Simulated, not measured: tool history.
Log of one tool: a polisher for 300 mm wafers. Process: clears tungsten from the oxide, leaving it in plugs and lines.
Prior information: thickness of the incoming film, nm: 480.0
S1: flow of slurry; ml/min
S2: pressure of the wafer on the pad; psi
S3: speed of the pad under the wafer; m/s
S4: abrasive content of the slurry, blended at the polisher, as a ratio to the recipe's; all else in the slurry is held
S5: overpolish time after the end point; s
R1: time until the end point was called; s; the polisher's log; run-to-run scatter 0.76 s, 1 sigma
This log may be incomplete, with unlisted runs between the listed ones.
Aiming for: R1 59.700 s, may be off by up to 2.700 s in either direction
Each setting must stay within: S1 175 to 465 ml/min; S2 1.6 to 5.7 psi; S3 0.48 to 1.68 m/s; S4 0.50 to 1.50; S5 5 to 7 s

run 1 hour=0.0 | S1=295 S2=3.6 S3=1.08 S4=1.00 S5=7 | R1=107.550
run 2 hour=7.3 | S1=295 S2=4.0 S3=1.08 S4=1.00 S5=7 | R1=96.526
run 3 hour=13.8 | S1=295 S2=4.5 S3=1.08 S4=1.00 S5=7 | R1=86.399
run 4 hour=14.4 | S1=295 S2=4.5 S3=1.08 S4=1.00 S5=7 | R1=88.410
run 5 hour=15.2 | S1=295 S2=4.8 S3=1.12 S4=1.00 S5=7 | R1=76.043
run 6 hour=20.4 | S1=295 S2=5.0 S3=1.12 S4=1.00 S5=7 | R1=74.749
run 7 hour=22.5 | S1=295 S2=5.1 S3=1.14 S4=1.00 S5=7 | R1=71.411
run 8 hour=31.5 | S1=295 S2=5.7 S3=1.16 S4=1.00 S5=7 | R1=63.905
run 9 hour=32.1 | S1=295 S2=5.7 S3=1.18 S4=1.00 S5=7 | R1=61.579

Pick the move, out of 5, that brings all results within their allowed miss; only one does.
run A hour=32.7 | S1=285 S2=5.2 S3=1.18 S4=1.10 S5=5 | R1=?
run B hour=32.7 | S1=235 S2=5.4 S3=1.30 S4=1.15 S5=7 | R1=?
run C hour=32.7 | S1=215 S2=5.3 S3=1.22 S4=0.95 S5=7 | R1=?
run D hour=32.7 | S1=205 S2=5.0 S3=1.30 S4=0.85 S5=5 | R1=?
run E hour=32.7 | S1=285 S2=5.6 S3=1.14 S4=1.00 S5=5 | R1=?

move=A R1=65.929
move=B R1=58.435
move=C R1=66.307
move=D R1=67.714
move=E R1=64.558
A: further off than the last run
B: in spec on every target
C: further off than the last run
D: further off than the last run
E: further off than the last run
Answer: B
